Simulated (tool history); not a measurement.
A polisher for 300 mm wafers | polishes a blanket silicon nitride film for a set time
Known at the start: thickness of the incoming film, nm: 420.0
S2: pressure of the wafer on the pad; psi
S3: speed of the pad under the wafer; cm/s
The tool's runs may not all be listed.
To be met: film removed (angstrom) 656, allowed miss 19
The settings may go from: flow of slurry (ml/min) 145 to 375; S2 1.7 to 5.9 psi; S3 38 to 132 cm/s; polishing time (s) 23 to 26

Run 1, hour 0: flow of slurry (ml/min) 240, S2 3.8 psi, S3 84 cm/s, polishing time (s) 26. Result: film removed (angstrom) 509.48.
Run 2, hour 4.4: flow of slurry (ml/min) 240, S2 3.8 psi, S3 84 cm/s, polishing time (s) 26. Result: film removed (angstrom) 506.47.
Run 3, hour 9.9: flow of slurry (ml/min) 240, S2 3.8 psi, S3 66 cm/s, polishing time (s) 26. Result: film removed (angstrom) 425.13.
Run 4, hour 12.7: flow of slurry (ml/min) 240, S2 3.8 psi, S3 66 cm/s, polishing time (s) 26. Result: film removed (angstrom) 424.33.
Run 5, hour 13.4: flow of slurry (ml/min) 240, S2 3.8 psi, S3 66 cm/s, polishing time (s) 23. Result: film removed (angstrom) 380.7.
Run 6, hour 18.7: flow of slurry (ml/min) 240, S2 4.1 psi, S3 66 cm/s, polishing time (s) 23. Result: film removed (angstrom) 399.22.
Run 7, hour 25.3: flow of slurry (ml/min) 240, S2 4.3 psi, S3 68 cm/s, polishing time (s) 23. Result: film removed (angstrom) 438.91.
Run 8, hour 26.8: flow of slurry (ml/min) 255, S2 5.3 psi, S3 70 cm/s, polishing time (s) 23. Result: film removed (angstrom) 545.66.
Run 9, hour 34: flow of slurry (ml/min) 255, S2 5.4 psi, S3 70 cm/s, polishing time (s) 23. Result: film removed (angstrom) 553.
Run 10, hour 38.2: flow of slurry (ml/min) 255, S2 5.5 psi, S3 70 cm/s, polishing time (s) 23. Result: film removed (angstrom) 566.81.
Run 11, hour 45.9: flow of slurry (ml/min) 255, S2 5.6 psi, S3 70 cm/s, polishing time (s) 23. Result: film removed (angstrom) 575.67.
Run 12, hour 50.7: flow of slurry (ml/min) 255, S2 5.8 psi, S3 74 cm/s, polishing time (s) 23. Result: film removed (angstrom) 621.88.

5 next moves are on the table. One of them brings every result within its allowed miss. Which?
Run A, hour 55.5: flow of slurry (ml/min) 360, S2 5.9 psi, S3 76 cm/s, polishing time (s) 23. Result: film removed (angstrom) ?.
Run B, hour 55.5: flow of slurry (ml/min) 295, S2 5.5 psi, S3 84 cm/s, polishing time (s) 25. Result: film removed (angstrom) ?.
Run C, hour 55.5: flow of slurry (ml/min) 240, S2 5.3 psi, S3 76 cm/s, polishing time (s) 25. Result: film removed (angstrom) ?.
Run D, hour 55.5: flow of slurry (ml/min) 355, S2 5.3 psi, S3 80 cm/s, polishing time (s) 23. Result: film removed (angstrom) ?.
Run E, hour 55.5: flow of slurry (ml/min) 195, S2 5.6 psi, S3 86 cm/s, polishing time (s) 25. Result: film removed (angstrom) ?.

move  film removed (angstrom)
   A                   660.11
   B                      708
   C                   624.89
   D                   615.49
   E                   704.76
A: meets every target
B: takes the result that was furthest off past its target
C: nearer than the last run, and not there yet
D: further off than the last run
E: takes the result that was furthest off past its target
Answer: A
